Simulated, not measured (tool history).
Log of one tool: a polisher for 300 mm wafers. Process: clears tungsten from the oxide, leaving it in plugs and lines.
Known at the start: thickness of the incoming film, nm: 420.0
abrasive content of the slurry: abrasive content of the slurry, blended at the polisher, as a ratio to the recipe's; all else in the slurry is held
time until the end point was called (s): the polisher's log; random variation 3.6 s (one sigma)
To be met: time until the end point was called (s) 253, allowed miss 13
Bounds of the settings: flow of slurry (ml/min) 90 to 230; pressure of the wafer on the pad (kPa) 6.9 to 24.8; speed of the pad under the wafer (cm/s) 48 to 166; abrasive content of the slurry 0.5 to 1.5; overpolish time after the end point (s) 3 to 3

run  hour  flow of slurry (ml/min)  pressure of the wafer on the pad (kPa)  speed of the pad under the wafer (cm/s)  abrasive content of the slurry  overpolish time after the end point (s)  time until the end point was called (s)
  1     0                      150                                    15.9                                      106                               1                                        3                                   180.07
  2     5                      150                                    15.9                                      106                            1.15                                        3                                   178.81
  3   8.8                      150                                    14.5                                      104                            1.15                                        3                                   184.67
  4  13.9                      170                                    14.5                                      104                            1.15                                        3                                   181.19
  5  19.1                      160                                    12.4                                      102                            1.15                                        3                                   208.68
  6  21.8                      150                                    12.4                                      102                            1.15                                        3                                   207.21
  7  25.5                      150                                      11                                      100                            1.15                                        3                                   223.35
  8  30.8                      150                                    10.3                                      100                            1.15                                        3                                   225.32

Which of these 4 next moves meets every target?
  A  36.1                      110                                     7.6                                      110                            0.65                                        3                                        ?
  B  36.1                      145                                       9                                       78                             1.3                                        3                                        ?
  C  36.1                      105                                    10.3                                       80                             1.2                                        3                                        ?
  D  36.1                      175                                     9.7                                       88                            1.25                                        3                                        ?

move  time until the end point was called (s)
   A                                   279.65
   B                                   281.82
   C                                   275.33
   D                                   249.43
A: takes the result that was furthest off past its target
B: takes the result that was furthest off past its target
C: takes the result that was furthest off past its target
D: meets every target
Answer: D
